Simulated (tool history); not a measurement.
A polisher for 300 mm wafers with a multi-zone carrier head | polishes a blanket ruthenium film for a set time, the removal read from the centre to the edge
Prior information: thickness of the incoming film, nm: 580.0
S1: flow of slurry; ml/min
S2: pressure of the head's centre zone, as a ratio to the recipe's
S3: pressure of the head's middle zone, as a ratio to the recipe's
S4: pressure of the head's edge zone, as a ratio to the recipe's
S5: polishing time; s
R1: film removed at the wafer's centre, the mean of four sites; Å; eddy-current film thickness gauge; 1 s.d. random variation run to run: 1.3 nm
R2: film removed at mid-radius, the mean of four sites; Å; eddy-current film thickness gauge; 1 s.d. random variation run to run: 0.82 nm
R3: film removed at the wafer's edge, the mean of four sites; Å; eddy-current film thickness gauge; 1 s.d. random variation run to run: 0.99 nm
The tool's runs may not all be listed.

run 1 day=0 | S1=150 S2=1 S3=1 S4=1 S5=58 | R1=945.75 R2=928.42 R3=911.03
run 2 day=0.362 | S1=185 S2=1 S3=1 S4=1 S5=58 | R1=970.85 R2=967.3 R3=937.22
run 3 day=0.65 | S1=185 S2=1 S3=0.94 S4=1 S5=58 | R1=974.9 R2=915.89 R3=949.72
run 4 day=0.921 | S1=210 S2=1 S3=0.94 S4=1 S5=58 | R1=992.8 R2=934.37 R3=964.43
run 5 day=0.988 | S1=210 S2=1.01 S3=0.96 S4=1.03 S5=59 | R1=1026.5 R2=987.36 R3=989.64
run 6 day=1.154 | S1=210 S2=1.01 S3=0.96 S4=1.05 S5=60 | R1=1030.9 R2=996.43 R3=1001.4
run 7 day=1.342 | S1=210 S2=1.01 S3=0.96 S4=1.05 S5=61 | R1=1064.3 R2=1011 R3=1040.9
run 8 day=1.425 | S1=215 S2=1.01 S3=0.97 S4=1.06 S5=61 | R1=1059.4 R2=1016.2 R3=1027.4

The next listed run, before its measurement:
run 9 day=1.683 | S1=215 S2=1.01 S3=0.97 S4=1.07 S5=62 | R1=? R2=? R3=?

Run 9 came out at R1 1064.9 Å, R2 1041 Å, R3 1065.1 Å.
